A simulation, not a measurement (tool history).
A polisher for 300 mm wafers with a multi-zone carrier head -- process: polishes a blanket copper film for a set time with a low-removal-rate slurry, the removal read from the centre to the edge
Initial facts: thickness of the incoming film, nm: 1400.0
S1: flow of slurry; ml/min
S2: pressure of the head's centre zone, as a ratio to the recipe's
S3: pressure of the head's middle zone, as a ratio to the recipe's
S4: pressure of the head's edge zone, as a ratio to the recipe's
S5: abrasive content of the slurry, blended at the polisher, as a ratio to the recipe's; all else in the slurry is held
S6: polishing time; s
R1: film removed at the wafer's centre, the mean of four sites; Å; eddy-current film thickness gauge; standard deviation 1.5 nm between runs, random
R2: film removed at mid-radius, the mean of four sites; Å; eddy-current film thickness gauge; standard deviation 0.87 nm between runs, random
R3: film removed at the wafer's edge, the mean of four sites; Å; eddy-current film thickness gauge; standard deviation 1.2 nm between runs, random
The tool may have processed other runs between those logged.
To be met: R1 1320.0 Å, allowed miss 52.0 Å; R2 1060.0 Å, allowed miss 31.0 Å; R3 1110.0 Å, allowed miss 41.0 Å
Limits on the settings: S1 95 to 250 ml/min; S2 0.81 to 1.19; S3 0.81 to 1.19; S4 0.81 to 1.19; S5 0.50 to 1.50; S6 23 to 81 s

run,day,S1,S2,S3,S4,S5,S6,R1,R2,R3
1,0.000,160,1.00,1.00,1.00,1.00,52,1893.7,1970.1,1926.6
2,0.292,155,1.02,0.97,0.97,0.90,48,1773.8,1682.1,1747.1
3,0.342,155,1.02,0.97,1.04,0.90,48,1774.8,1730.1,1809.4
4,0.454,155,1.02,0.97,1.04,1.10,48,1852.0,1771.5,1875.1
5,0.725,155,1.02,1.00,1.04,1.10,48,1836.6,1813.9,1888.1
6,1.033,155,1.03,0.98,0.99,1.00,45,1744.8,1633.3,1662.6
7,1.167,150,1.03,0.96,0.96,0.90,43,1619.9,1515.2,1541.6
8,1.246,145,1.04,0.94,0.93,0.85,41,1505.4,1360.4,1427.4
9,1.571,145,1.05,0.93,0.91,0.80,40,1499.2,1345.4,1350.5
10,1.783,140,1.06,0.91,0.89,0.75,40,1458.3,1276.2,1349.1
11,1.883,140,1.07,0.90,0.88,0.70,39,1415.6,1234.3,1284.3

Next run, 5 choices. One meets every target within its allowed miss, the rest don't. Which?
A,1.983,110,1.00,0.99,0.84,0.70,41,?,?,?
B,1.983,150,1.09,0.85,0.81,0.80,34,?,?,?
C,1.983,170,1.19,0.86,0.85,1.00,32,?,?,?
D,1.983,165,1.11,1.01,0.81,0.55,40,?,?,?
E,1.983,115,1.10,0.91,0.91,0.70,37,?,?,?

move,R1,R2,R3
A,1306.8,1289.7,1262.8
B,1321.2,1051.0,1115.7
C,1450.3,1061.7,1133.8
D,1529.8,1361.8,1254.9
E,1317.5,1103.6,1193.8
A: further off than the last run
B: in spec on every target
C: the furthest-off result lands on target, but another misses its tolerance
D: further off than the last run
E: moves toward the targets from the last run without getting all of them in spec
The move that meets every target is B.

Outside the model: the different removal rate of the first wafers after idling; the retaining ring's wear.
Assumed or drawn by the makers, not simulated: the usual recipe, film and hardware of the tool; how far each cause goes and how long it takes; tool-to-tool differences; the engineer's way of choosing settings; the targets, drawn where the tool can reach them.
